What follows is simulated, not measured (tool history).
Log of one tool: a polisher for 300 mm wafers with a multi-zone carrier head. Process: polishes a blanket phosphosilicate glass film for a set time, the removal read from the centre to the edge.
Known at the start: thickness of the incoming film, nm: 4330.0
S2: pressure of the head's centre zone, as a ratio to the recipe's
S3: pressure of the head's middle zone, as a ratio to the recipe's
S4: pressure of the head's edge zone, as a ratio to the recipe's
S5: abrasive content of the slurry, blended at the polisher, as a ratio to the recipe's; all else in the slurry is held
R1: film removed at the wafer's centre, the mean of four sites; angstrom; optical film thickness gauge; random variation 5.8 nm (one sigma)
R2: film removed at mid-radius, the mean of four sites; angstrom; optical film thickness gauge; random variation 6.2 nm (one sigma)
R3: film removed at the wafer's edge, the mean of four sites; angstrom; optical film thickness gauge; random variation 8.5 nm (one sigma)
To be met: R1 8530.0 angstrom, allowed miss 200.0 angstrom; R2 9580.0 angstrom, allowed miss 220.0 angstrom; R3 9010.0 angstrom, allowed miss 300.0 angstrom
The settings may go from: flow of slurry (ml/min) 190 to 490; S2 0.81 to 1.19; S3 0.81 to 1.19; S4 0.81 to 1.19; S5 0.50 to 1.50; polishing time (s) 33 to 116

{"run": 1, "hour": 0.0, "flow of slurry (ml/min)": 315, "S2": 1.0, "S3": 1.0, "S4": 1.0, "S5": 1.0, "polishing time (s)": 74, "R1": 6048.2, "R2": 6104.3, "R3": 6192.1}
{"run": 2, "hour": 7.7, "flow of slurry (ml/min)": 265, "S2": 1.0, "S3": 1.0, "S4": 1.0, "S5": 1.0, "polishing time (s)": 74, "R1": 5828.0, "R2": 5844.8, "R3": 5920.0}
{"run": 3, "hour": 9.4, "flow of slurry (ml/min)": 305, "S2": 1.01, "S3": 1.03, "S4": 1.03, "S5": 1.1, "polishing time (s)": 74, "R1": 6323.3, "R2": 6512.3, "R3": 6488.1}
{"run": 4, "hour": 14.1, "flow of slurry (ml/min)": 335, "S2": 1.02, "S3": 1.05, "S4": 1.06, "S5": 1.15, "polishing time (s)": 74, "R1": 6615.6, "R2": 6850.5, "R3": 6694.6}
{"run": 5, "hour": 20.2, "flow of slurry (ml/min)": 335, "S2": 1.02, "S3": 1.05, "S4": 1.06, "S5": 1.25, "polishing time (s)": 74, "R1": 6824.8, "R2": 7095.5, "R3": 6980.6}
{"run": 6, "hour": 22.6, "flow of slurry (ml/min)": 335, "S2": 1.1, "S3": 1.05, "S4": 1.06, "S5": 1.25, "polishing time (s)": 74, "R1": 7426.6, "R2": 7043.1, "R3": 6826.0}
{"run": 7, "hour": 26.8, "flow of slurry (ml/min)": 350, "S2": 1.09, "S3": 1.07, "S4": 1.08, "S5": 1.3, "polishing time (s)": 75, "R1": 7781.9, "R2": 7431.4, "R3": 7376.0}
{"run": 8, "hour": 33.9, "flow of slurry (ml/min)": 355, "S2": 0.99, "S3": 1.17, "S4": 1.06, "S5": 1.5, "polishing time (s)": 80, "R1": 7901.9, "R2": 9003.1, "R3": 8096.2}
{"run": 9, "hour": 42.2, "flow of slurry (ml/min)": 365, "S2": 0.99, "S3": 1.17, "S4": 1.08, "S5": 1.5, "polishing time (s)": 80, "R1": 7842.1, "R2": 9103.4, "R3": 8213.8}
{"run": 10, "hour": 49.5, "flow of slurry (ml/min)": 375, "S2": 1.0, "S3": 1.17, "S4": 1.1, "S5": 1.5, "polishing time (s)": 80, "R1": 8061.5, "R2": 9115.5, "R3": 8256.6}
{"run": 11, "hour": 54.5, "flow of slurry (ml/min)": 395, "S2": 0.98, "S3": 1.17, "S4": 1.19, "S5": 1.5, "polishing time (s)": 84, "R1": 8305.4, "R2": 9766.6, "R3": 9275.9}
{"run": 12, "hour": 59.8, "flow of slurry (ml/min)": 395, "S2": 0.98, "S3": 1.17, "S4": 1.18, "S5": 1.5, "polishing time (s)": 84, "R1": 8261.2, "R2": 9744.1, "R3": 9044.5}

Which of these 5 next moves meets every target?
{"run": "A", "hour": 65.1, "flow of slurry (ml/min)": 405, "S2": 0.87, "S3": 1.16, "S4": 1.09, "S5": 1.45, "polishing time (s)": 91, "R1": "?", "R2": "?", "R3": "?"}
{"run": "B", "hour": 65.1, "flow of slurry (ml/min)": 380, "S2": 0.95, "S3": 1.17, "S4": 1.19, "S5": 1.5, "polishing time (s)": 82, "R1": "?", "R2": "?", "R3": "?"}
{"run": "C", "hour": 65.1, "flow of slurry (ml/min)": 350, "S2": 0.94, "S3": 1.17, "S4": 1.15, "S5": 1.5, "polishing time (s)": 86, "R1": "?", "R2": "?", "R3": "?"}
{"run": "D", "hour": 65.1, "flow of slurry (ml/min)": 455, "S2": 1.03, "S3": 1.18, "S4": 1.19, "S5": 1.45, "polishing time (s)": 82, "R1": "?", "R2": "?", "R3": "?"}
{"run": "E", "hour": 65.1, "flow of slurry (ml/min)": 475, "S2": 0.95, "S3": 1.19, "S4": 1.09, "S5": 1.45, "polishing time (s)": 84, "R1": "?", "R2": "?", "R3": "?"}

move=A R1=7908.5 R2=10364.0 R3=9520.4
move=B R1=7817.9 R2=9447.3 R3=9034.2
move=C R1=8010.8 R2=9798.1 R3=9229.2
move=D R1=8575.4 R2=9594.7 R3=9063.7
move=E R1=8138.1 R2=9951.0 R3=8904.2
A: further off than the last run
B: further off than the last run
C: further off than the last run
D: meets every target
E: further off than the last run
Move D is the one to make.

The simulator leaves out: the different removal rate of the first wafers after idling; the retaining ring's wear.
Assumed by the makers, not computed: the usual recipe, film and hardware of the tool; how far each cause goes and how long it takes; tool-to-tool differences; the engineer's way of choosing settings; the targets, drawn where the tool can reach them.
